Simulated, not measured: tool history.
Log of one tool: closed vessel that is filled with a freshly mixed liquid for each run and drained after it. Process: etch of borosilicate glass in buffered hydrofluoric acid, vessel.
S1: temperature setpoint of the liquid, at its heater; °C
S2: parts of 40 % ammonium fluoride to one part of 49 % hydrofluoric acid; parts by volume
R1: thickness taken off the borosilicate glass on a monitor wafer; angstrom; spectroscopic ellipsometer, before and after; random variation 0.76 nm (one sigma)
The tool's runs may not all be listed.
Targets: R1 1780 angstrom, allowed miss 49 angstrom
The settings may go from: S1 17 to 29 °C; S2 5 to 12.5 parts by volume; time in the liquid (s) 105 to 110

run 1 hour=0 | S1=21 S2=7.5 time_in_the_liquid_(s)=105 | R1=1259.7
run 2 hour=1.9 | S1=23 S2=7.5 time_in_the_liquid_(s)=105 | R1=1405.6
run 3 hour=7.7 | S1=23 S2=9 time_in_the_liquid_(s)=105 | R1=1148.2
run 4 hour=15.4 | S1=21.5 S2=9 time_in_the_liquid_(s)=105 | R1=1053.6
run 5 hour=16.2 | S1=23.5 S2=8.5 time_in_the_liquid_(s)=105 | R1=1252.9
run 6 hour=17.6 | S1=25 S2=8.5 time_in_the_liquid_(s)=105 | R1=1351
run 7 hour=20.4 | S1=26 S2=8.5 time_in_the_liquid_(s)=105 | R1=1425.3
run 8 hour=28.5 | S1=27 S2=8.5 time_in_the_liquid_(s)=105 | R1=1504.6
run 9 hour=36.2 | S1=27.5 S2=8.5 time_in_the_liquid_(s)=105 | R1=1546.1
run 10 hour=41.5 | S1=28 S2=8.5 time_in_the_liquid_(s)=105 | R1=1586.5
run 11 hour=50.2 | S1=28.5 S2=8.5 time_in_the_liquid_(s)=105 | R1=1629.3
run 12 hour=57.6 | S1=28.5 S2=8.5 time_in_the_liquid_(s)=105 | R1=1625.4

Which of these 4 next moves meets every target?
run A hour=65 | S1=29 S2=10.5 time_in_the_liquid_(s)=110 | R1=?
run B hour=65 | S1=29 S2=8 time_in_the_liquid_(s)=105 | R1=?
run C hour=65 | S1=26 S2=8.5 time_in_the_liquid_(s)=105 | R1=?
run D hour=65 | S1=29 S2=10 time_in_the_liquid_(s)=105 | R1=?

move=A R1=1462.3
move=B R1=1783.4
move=C R1=1426.3
move=D R1=1464.5
A: further off than the last run
B: meets every target
C: further off than the last run
D: further off than the last run
The right move is B.
